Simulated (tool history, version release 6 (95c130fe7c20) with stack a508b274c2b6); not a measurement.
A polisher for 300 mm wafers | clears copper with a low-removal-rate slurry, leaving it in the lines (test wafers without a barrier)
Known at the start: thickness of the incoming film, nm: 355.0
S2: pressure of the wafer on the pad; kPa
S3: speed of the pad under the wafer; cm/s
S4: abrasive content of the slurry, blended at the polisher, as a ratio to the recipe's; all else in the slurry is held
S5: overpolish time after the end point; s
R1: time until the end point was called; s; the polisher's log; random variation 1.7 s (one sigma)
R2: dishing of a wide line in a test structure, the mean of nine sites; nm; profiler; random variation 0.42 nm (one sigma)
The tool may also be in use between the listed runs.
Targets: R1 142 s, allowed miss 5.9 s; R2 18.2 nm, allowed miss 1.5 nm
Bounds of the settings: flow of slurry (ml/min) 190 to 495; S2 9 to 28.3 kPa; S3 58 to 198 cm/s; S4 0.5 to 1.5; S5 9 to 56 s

Run 1, hour 0: flow of slurry (ml/min) 320, S2 18.6 kPa, S3 128 cm/s, S4 1, S5 29 s. Result: R1 126.56 s, R2 44.42 nm.
Run 2, hour 1.4: flow of slurry (ml/min) 320, S2 17.2 kPa, S3 134 cm/s, S4 1, S5 25 s. Result: R1 129.59 s, R2 40.359 nm.
Run 3, hour 2.5: flow of slurry (ml/min) 320, S2 15.9 kPa, S3 142 cm/s, S4 1, S5 22 s. Result: R1 134.38 s, R2 37.659 nm.
Run 4, hour 4.1: flow of slurry (ml/min) 320, S2 15.9 kPa, S3 152 cm/s, S4 1, S5 22 s. Result: R1 127.42 s, R2 38.062 nm.
Run 5, hour 7.8: flow of slurry (ml/min) 320, S2 15.9 kPa, S3 128 cm/s, S4 1, S5 22 s. Result: R1 149.85 s, R2 35.17 nm.
Run 6, hour 8.6: flow of slurry (ml/min) 325, S2 15.2 kPa, S3 134 cm/s, S4 1, S5 19 s. Result: R1 147.06 s, R2 30.947 nm.
Run 7, hour 11.5: flow of slurry (ml/min) 360, S2 15.2 kPa, S3 132 cm/s, S4 1.1, S5 17 s. Result: R1 145.89 s, R2 29.213 nm.
Run 8, hour 18.1: flow of slurry (ml/min) 450, S2 10.3 kPa, S3 150 cm/s, S4 1.35, S5 9 s. Result: R1 170.04 s, R2 15.142 nm.
Run 9, hour 26.2: flow of slurry (ml/min) 450, S2 11 kPa, S3 150 cm/s, S4 1.35, S5 9 s. Result: R1 160.4 s, R2 16.387 nm.

4 next moves are on the table. One of them brings every result within its allowed miss. Which?
Run A, hour 34.3: flow of slurry (ml/min) 470, S2 11 kPa, S3 164 cm/s, S4 1.5, S5 9 s. Result: R1 ?, R2 ?.
Run B, hour 34.3: flow of slurry (ml/min) 460, S2 10.3 kPa, S3 140 cm/s, S4 1.35, S5 10 s. Result: R1 ?, R2 ?.
Run C, hour 34.3: flow of slurry (ml/min) 415, S2 13.8 kPa, S3 114 cm/s, S4 1.3, S5 10 s. Result: R1 ?, R2 ?.
Run D, hour 34.3: flow of slurry (ml/min) 450, S2 12.4 kPa, S3 168 cm/s, S4 1.35, S5 9 s. Result: R1 ?, R2 ?.

move      R1      R2
   A  140.29  18.731
   B  179.52  16.601
   C  169.39  17.581
   D  126.52  20.475
A: meets every target
B: further off than the last run
C: further off than the last run
D: takes the result that was furthest off past its target
Answer: A

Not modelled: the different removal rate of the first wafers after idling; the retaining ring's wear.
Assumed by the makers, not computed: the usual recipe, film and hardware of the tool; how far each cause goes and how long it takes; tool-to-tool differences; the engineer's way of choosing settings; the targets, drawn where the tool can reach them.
